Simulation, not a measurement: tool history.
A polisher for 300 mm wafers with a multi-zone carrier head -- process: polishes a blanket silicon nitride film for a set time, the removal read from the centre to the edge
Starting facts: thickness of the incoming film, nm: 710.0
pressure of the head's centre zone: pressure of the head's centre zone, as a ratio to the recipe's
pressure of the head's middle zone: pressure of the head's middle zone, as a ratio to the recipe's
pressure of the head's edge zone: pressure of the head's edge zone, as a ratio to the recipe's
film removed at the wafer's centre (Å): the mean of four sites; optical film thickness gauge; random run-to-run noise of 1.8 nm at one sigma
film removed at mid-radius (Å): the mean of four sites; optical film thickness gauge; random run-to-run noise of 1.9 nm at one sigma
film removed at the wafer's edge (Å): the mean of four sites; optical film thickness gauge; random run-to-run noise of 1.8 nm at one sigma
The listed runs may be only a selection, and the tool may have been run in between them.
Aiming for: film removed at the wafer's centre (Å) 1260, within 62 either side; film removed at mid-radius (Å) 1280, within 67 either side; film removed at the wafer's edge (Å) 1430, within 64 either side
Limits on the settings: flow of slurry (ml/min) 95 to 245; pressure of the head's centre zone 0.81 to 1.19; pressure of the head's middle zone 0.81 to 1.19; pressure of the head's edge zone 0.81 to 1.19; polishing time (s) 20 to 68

run	hour	flow of slurry (ml/min)	pressure of the head's centre zone	pressure of the head's middle zone	pressure of the head's edge zone	polishing time (s)	film removed at the wafer's centre (Å)	film removed at mid-radius (Å)	film removed at the wafer's edge (Å)
1	0	155	1	1	1	44	1079	1088.8	1080.4
2	4.9	160	0.99	0.99	1.02	45	1128.9	1111.8	1146.9
3	10.1	165	0.98	1	1.04	45	1123.7	1082.8	1149.6
4	19.1	165	0.97	1.01	1.05	46	1120.3	1110.7	1200.8
5	22.6	135	0.97	1.01	1.05	46	1086	1069.7	1158.1
6	26.7	135	0.97	1.04	1.05	46	1074.1	1141.1	1146.7
7	30.1	140	0.97	1.04	1.07	47	1111.4	1169.5	1206.9
8	38.7	145	0.97	1.04	1.09	47	1119.2	1188.3	1241.8
9	39.9	150	0.98	1.04	1.1	47	1160.1	1153.7	1231.9
10	45.1	155	0.97	1.05	1.11	47	1112.9	1201.7	1244.3
11	48.4	160	0.97	1.05	1.12	47	1175.5	1201.4	1231.8

Pick the move, out of 4, that brings all results within their allowed miss; only one does.
A	51.7	205	1.05	1.09	1.11	52	?	?	?
B	51.7	185	1.05	1.08	1.09	47	?	?	?
C	51.7	230	1.18	1.07	1.17	46	?	?	?
D	51.7	175	0.94	0.98	1.19	51	?	?	?

move	film removed at the wafer's centre (Å)	film removed at mid-radius (Å)	film removed at the wafer's edge (Å)
A	1413.3	1464.1	1412.7
B	1254.7	1292.1	1250.5
C	1397.2	1294.5	1299.7
D	1234.3	1279.4	1411.6
A: gets the furthest-off result to its target, but another result is out of tolerance
B: nearer the targets than the last run, but a result is still out of spec
C: nearer the targets than the last run, but a result is still out of spec
D: hits every target within its allowed miss
Answer: D
